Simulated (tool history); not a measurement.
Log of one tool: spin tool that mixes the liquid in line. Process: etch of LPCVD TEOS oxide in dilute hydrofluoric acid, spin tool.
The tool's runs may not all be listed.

run	day	temperature setpoint of the liquid (°C)	parts of water to one part of 49 % hydrofluoric acid (parts by volume)	time under the liquid (s)	thickness taken off the LPCVD TEOS oxide on a monitor wafer (angstrom)
1	0	21	160	125	190.32
2	0.167	21	130	125	240.93
3	0.517	22.5	125	125	271.02
4	0.758	22.5	125	135	290.1
5	0.917	24	125	135	307.37
6	1.212	25	125	135	319.2
7	1.458	26	125	135	335.17
8	1.712	26.5	125	135	339.08
9	2.058	27	125	135	345.18
10	2.133	27.5	125	135	355.36
11	2.483	28	125	135	358.96
12	2.717	28.5	125	135	365.73

The next listed run, before its measurement:
13	3.025	29	125	135	?

Run 13 gave thickness taken off the LPCVD TEOS oxide on a monitor wafer (angstrom) 371.95.

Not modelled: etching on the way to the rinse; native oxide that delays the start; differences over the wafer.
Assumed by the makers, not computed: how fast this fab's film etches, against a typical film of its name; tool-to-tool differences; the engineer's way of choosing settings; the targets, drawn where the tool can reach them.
